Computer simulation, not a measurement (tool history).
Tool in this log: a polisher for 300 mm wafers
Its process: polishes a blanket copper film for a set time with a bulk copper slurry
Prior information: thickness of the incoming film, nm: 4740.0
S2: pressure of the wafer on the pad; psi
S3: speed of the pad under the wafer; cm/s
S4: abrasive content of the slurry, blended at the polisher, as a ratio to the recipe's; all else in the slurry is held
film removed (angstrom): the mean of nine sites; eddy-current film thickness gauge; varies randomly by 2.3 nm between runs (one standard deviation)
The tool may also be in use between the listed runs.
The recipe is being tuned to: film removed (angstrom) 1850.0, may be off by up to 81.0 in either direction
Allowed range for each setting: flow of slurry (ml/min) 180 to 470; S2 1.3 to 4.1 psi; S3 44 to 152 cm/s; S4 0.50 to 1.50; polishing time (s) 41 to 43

{"run": 1, "hour": 0.0, "flow of slurry (ml/min)": 300, "S2": 2.7, "S3": 98, "S4": 1.0, "polishing time (s)": 41, "film removed (angstrom)": 2891.0}
{"run": 2, "hour": 5.8, "flow of slurry (ml/min)": 300, "S2": 2.7, "S3": 114, "S4": 1.0, "polishing time (s)": 41, "film removed (angstrom)": 3503.6}
{"run": 3, "hour": 6.6, "flow of slurry (ml/min)": 300, "S2": 2.7, "S3": 114, "S4": 1.15, "polishing time (s)": 41, "film removed (angstrom)": 3504.6}
{"run": 4, "hour": 12.2, "flow of slurry (ml/min)": 300, "S2": 2.7, "S3": 114, "S4": 1.25, "polishing time (s)": 41, "film removed (angstrom)": 3527.9}
{"run": 5, "hour": 17.8, "flow of slurry (ml/min)": 300, "S2": 3.1, "S3": 114, "S4": 1.25, "polishing time (s)": 41, "film removed (angstrom)": 3999.9}
{"run": 6, "hour": 23.8, "flow of slurry (ml/min)": 365, "S2": 3.1, "S3": 114, "S4": 1.25, "polishing time (s)": 41, "film removed (angstrom)": 4069.9}
{"run": 7, "hour": 25.9, "flow of slurry (ml/min)": 365, "S2": 2.7, "S3": 108, "S4": 1.25, "polishing time (s)": 41, "film removed (angstrom)": 3378.1}
{"run": 8, "hour": 30.8, "flow of slurry (ml/min)": 365, "S2": 2.3, "S3": 104, "S4": 1.25, "polishing time (s)": 41, "film removed (angstrom)": 2975.4}
{"run": 9, "hour": 36.7, "flow of slurry (ml/min)": 365, "S2": 2.3, "S3": 104, "S4": 1.25, "polishing time (s)": 41, "film removed (angstrom)": 2886.2}
{"run": 10, "hour": 42.0, "flow of slurry (ml/min)": 365, "S2": 2.0, "S3": 100, "S4": 1.25, "polishing time (s)": 41, "film removed (angstrom)": 2542.5}
{"run": 11, "hour": 49.7, "flow of slurry (ml/min)": 365, "S2": 1.8, "S3": 98, "S4": 1.25, "polishing time (s)": 41, "film removed (angstrom)": 2245.8}
{"run": 12, "hour": 53.9, "flow of slurry (ml/min)": 360, "S2": 1.7, "S3": 98, "S4": 1.25, "polishing time (s)": 41, "film removed (angstrom)": 2203.7}
{"run": 13, "hour": 58.6, "flow of slurry (ml/min)": 360, "S2": 1.3, "S3": 92, "S4": 1.25, "polishing time (s)": 41, "film removed (angstrom)": 1677.4}
{"run": 14, "hour": 59.9, "flow of slurry (ml/min)": 370, "S2": 1.3, "S3": 92, "S4": 1.25, "polishing time (s)": 41, "film removed (angstrom)": 1679.2}

Which single option among these 5 for the next run brings every result within its allowed miss of target? Just one does.
{"run": "A", "hour": 61.2, "flow of slurry (ml/min)": 345, "S2": 1.3, "S3": 96, "S4": 1.3, "polishing time (s)": 43, "film removed (angstrom)": "?"}
{"run": "B", "hour": 61.2, "flow of slurry (ml/min)": 390, "S2": 1.5, "S3": 80, "S4": 1.3, "polishing time (s)": 41, "film removed (angstrom)": "?"}
{"run": "C", "hour": 61.2, "flow of slurry (ml/min)": 460, "S2": 2.3, "S3": 66, "S4": 1.3, "polishing time (s)": 43, "film removed (angstrom)": "?"}
{"run": "D", "hour": 61.2, "flow of slurry (ml/min)": 410, "S2": 1.3, "S3": 86, "S4": 1.1, "polishing time (s)": 41, "film removed (angstrom)": "?"}
{"run": "E", "hour": 61.2, "flow of slurry (ml/min)": 415, "S2": 1.3, "S3": 84, "S4": 1.4, "polishing time (s)": 41, "film removed (angstrom)": "?"}

move=A film_removed_(angstrom)=1843.1
move=B film_removed_(angstrom)=1646.9
move=C film_removed_(angstrom)=2015.0
move=D film_removed_(angstrom)=1546.8
move=E film_removed_(angstrom)=1589.4
A: all results land within tolerance of their targets
B: its largest miss is bigger than the last run's
C: takes the result that was furthest off past its target
D: its largest miss is bigger than the last run's
E: its largest miss is bigger than the last run's
Go with A: it meets all targets.
